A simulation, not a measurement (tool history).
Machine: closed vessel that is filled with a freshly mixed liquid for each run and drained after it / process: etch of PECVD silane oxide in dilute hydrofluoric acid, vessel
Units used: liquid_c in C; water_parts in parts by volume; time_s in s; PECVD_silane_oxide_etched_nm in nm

run,hour,liquid_c,water_parts,time_s,PECVD_silane_oxide_etched_nm
1,0.0,21.0,140,95,8.1658
2,8.5,22.5,140,95,8.7279
3,12.5,23.5,140,95,9.0996
4,17.3,23.5,160,95,7.7662
5,20.5,23.5,160,95,7.6971
6,28.3,25.5,160,95,8.3723
7,35.3,26.5,160,95,8.6570
8,39.0,26.5,160,95,8.6459
9,41.1,27.5,160,95,8.9953
10,42.7,28.0,160,95,9.1731
11,51.1,28.5,160,95,9.2929
12,57.8,29.0,160,95,9.4890
13,61.1,29.0,160,95,9.4806

Estimate the outcome of run 14 from the log above:
14,67.2,29.0,155,95,?

{"run 14": {"PECVD_silane_oxide_etched_nm": 9.8641}}

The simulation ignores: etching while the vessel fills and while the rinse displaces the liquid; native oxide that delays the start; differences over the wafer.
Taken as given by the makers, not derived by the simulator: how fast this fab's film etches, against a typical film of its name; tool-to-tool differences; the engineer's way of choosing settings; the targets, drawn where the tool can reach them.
